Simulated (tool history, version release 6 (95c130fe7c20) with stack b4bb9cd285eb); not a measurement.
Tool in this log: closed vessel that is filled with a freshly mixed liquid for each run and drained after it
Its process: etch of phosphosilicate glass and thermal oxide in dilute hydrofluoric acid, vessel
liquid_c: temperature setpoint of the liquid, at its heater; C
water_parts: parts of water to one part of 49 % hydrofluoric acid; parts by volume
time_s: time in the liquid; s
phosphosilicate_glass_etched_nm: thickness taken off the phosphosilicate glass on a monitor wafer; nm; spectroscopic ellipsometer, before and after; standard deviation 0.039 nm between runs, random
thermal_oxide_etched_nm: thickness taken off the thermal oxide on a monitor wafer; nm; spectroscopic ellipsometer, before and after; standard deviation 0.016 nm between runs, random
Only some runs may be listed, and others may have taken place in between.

| run | day | liquid_c | water_parts | time_s | phosphosilicate_glass_etched_nm | thermal_oxide_etched_nm |
|---|---|---|---|---|---|---|
| 1 | 0 | 25 | 280 | 60 | 12.96 | 0.84813 |
| 2 | 0.138 | 23.5 | 295 | 60 | 11.428 | 0.77817 |
| 3 | 0.4 | 23.5 | 295 | 75 | 14.26 | 0.98559 |
| 4 | 0.45 | 21 | 295 | 75 | 13.21 | 0.93305 |
| 5 | 0.667 | 20.5 | 320 | 75 | 11.446 | 0.76376 |
| 6 | 0.996 | 20 | 335 | 75 | 10.679 | 0.70976 |
| 7 | 1.096 | 20 | 335 | 75 | 10.718 | 0.70089 |
|  | 1.425 | hydrofluoric acid flow meter replaced |
| 8 | 1.425 | 19.5 | 350 | 75 | 11.211 | 0.78244 |
| 9 | 1.512 | 19 | 385 | 75 | 9.7784 | 0.63853 |
| 10 | 1.688 | 18.5 | 410 | 75 | 8.8303 | 0.5725 |

Run 11 comes next. What will it give?
| 11 | 1.758 | 18 | 425 | 75 | ? | ? |

Run 11 produced phosphosilicate_glass_etched_nm 8.3344 nm, thermal_oxide_etched_nm 0.54399 nm.
